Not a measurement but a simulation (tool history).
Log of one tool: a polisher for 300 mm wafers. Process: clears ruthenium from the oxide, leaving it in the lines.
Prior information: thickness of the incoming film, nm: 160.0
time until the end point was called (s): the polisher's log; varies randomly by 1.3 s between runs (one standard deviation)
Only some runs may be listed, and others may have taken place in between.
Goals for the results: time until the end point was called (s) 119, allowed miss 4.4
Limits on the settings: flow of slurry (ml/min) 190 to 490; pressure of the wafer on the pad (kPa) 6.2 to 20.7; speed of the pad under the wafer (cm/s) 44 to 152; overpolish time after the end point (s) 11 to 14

run,day,flow of slurry (ml/min),pressure of the wafer on the pad (kPa),speed of the pad under the wafer (cm/s),overpolish time after the end point (s),time until the end point was called (s)
1,0,315,13.1,98,14,169.53
2,0.288,315,13.1,98,14,167.61
3,0.529,270,13.1,98,14,172.49
4,0.767,270,13.1,114,14,152.97
5,0.967,280,13.8,114,14,151.41
6,1.096,285,14.5,114,14,144.52
7,1.258,290,15.2,114,14,140.03
8,1.483,290,15.9,114,14,137.26
9,1.6,295,16.5,114,14,131.96
10,1.862,295,17.2,114,14,129.04

Which one of the following 4 next-run settings gets every result inside its allowed miss? There is exactly one.
A,2.125,290,17.9,110,14,?
B,2.125,335,19.3,124,11,?
C,2.125,295,20,112,14,?
D,2.125,335,15.2,124,11,?

move,time until the end point was called (s)
A,128.8
B,111.02
C,117.84
D,130.23
A: roughly where the last run was
B: takes the biggest miss from the last run beyond its target
C: all results land within tolerance of their targets
D: its largest miss is bigger than the last run's
Correct choice: C, which meets every target
